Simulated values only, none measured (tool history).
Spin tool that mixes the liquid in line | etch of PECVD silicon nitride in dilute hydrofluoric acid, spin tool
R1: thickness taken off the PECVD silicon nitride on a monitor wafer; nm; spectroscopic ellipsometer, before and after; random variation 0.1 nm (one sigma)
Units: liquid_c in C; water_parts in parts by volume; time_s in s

Run 1, hour 0.0: liquid_c 21 C, water_parts 55 parts by volume, time_s 205 s. Result: R1 7.2147 nm.
Run 2, hour 5.9: liquid_c 21 C, water_parts 40 parts by volume, time_s 205 s. Result: R1 9.8912 nm.
Run 3, hour 14.3: liquid_c 22 C, water_parts 40 parts by volume, time_s 205 s. Result: R1 10.6600 nm.
Run 4, hour 23.0: liquid_c 22 C, water_parts 55 parts by volume, time_s 205 s. Result: R1 7.7970 nm.
Run 5, hour 26.4: liquid_c 23 C, water_parts 55 parts by volume, time_s 205 s. Result: R1 8.3093 nm.
Run 6, hour 30.5: liquid_c 23 C, water_parts 55 parts by volume, time_s 220 s. Result: R1 8.9054 nm.
Run 7, hour 35.0: liquid_c 24 C, water_parts 55 parts by volume, time_s 220 s. Result: R1 9.4110 nm.

The next listed run, before its measurement:
Run 8, hour 37.5: liquid_c 25 C, water_parts 55 parts by volume, time_s 220 s. Result: R1 ?.

Run 8 gave R1 10.3090 nm.
